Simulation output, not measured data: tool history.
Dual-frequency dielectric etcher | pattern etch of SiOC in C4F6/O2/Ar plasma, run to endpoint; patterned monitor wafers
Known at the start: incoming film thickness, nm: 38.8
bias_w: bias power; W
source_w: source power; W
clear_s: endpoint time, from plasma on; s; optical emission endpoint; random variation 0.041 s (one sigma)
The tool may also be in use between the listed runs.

run  hour  bias_w  source_w  clear_s
  1   0.0     558       470   12.594
  2   7.1     567       470   12.541
  3   8.2     567       420   12.902
  4  16.0     580       420   12.826
  5  18.2     592       420   12.771
  6  21.1     605       420   12.702
  7  22.7     618       420   12.669
  8  30.2     632       420   12.582

Forecast run 9:
  9  35.1     645       420        ?

{"run 9": {"clear_s": 12.487}}

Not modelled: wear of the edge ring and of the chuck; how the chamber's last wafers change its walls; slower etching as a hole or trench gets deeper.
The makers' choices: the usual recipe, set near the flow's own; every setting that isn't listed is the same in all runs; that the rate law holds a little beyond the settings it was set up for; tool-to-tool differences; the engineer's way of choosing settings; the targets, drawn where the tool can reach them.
